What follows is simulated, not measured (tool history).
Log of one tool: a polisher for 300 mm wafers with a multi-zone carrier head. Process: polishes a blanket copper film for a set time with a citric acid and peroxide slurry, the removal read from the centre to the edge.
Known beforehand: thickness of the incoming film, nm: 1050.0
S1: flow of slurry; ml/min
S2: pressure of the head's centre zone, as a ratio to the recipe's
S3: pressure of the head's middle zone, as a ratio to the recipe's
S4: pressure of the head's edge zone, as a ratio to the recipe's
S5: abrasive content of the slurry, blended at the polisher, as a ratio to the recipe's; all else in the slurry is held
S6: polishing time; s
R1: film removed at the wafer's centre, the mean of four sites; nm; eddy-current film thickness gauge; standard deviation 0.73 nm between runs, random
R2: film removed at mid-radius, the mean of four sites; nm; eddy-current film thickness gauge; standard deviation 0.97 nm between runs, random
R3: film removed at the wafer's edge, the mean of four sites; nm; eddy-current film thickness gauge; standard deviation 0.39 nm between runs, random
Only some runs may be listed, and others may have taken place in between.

| run | hour | S1 | S2 | S3 | S4 | S5 | S6 | R1 | R2 | R3 |
|---|---|---|---|---|---|---|---|---|---|---|
| 1 | 0 | 305 | 1 | 1 | 1 | 1 | 35 | 83.786 | 86.586 | 86.536 |
| 2 | 8.1 | 305 | 1 | 1 | 1 | 0.8 | 35 | 79.115 | 81.682 | 82.264 |
| 3 | 9.8 | 305 | 0.94 | 1 | 1 | 0.8 | 35 | 73.234 | 80.801 | 81.864 |
| 4 | 14.2 | 305 | 1.02 | 1 | 1 | 0.8 | 35 | 80.457 | 79.698 | 82.238 |
|  | 21.6 | slurry nozzle cleaned |
| 5 | 21.6 | 305 | 1.02 | 1 | 1.08 | 0.8 | 35 | 82.236 | 84.557 | 88.284 |
| 6 | 28.9 | 305 | 1.02 | 1.02 | 1.04 | 0.75 | 34 | 79.007 | 82.513 | 82.08 |

Predict the results of run 7:
| 7 | 29.6 | 305 | 1.02 | 1.03 | 1.01 | 0.7 | 34 | ? | ? | ? |

{"run 7": {"R1": 77.085, "R2": 82.893, "R3": 79.834}}
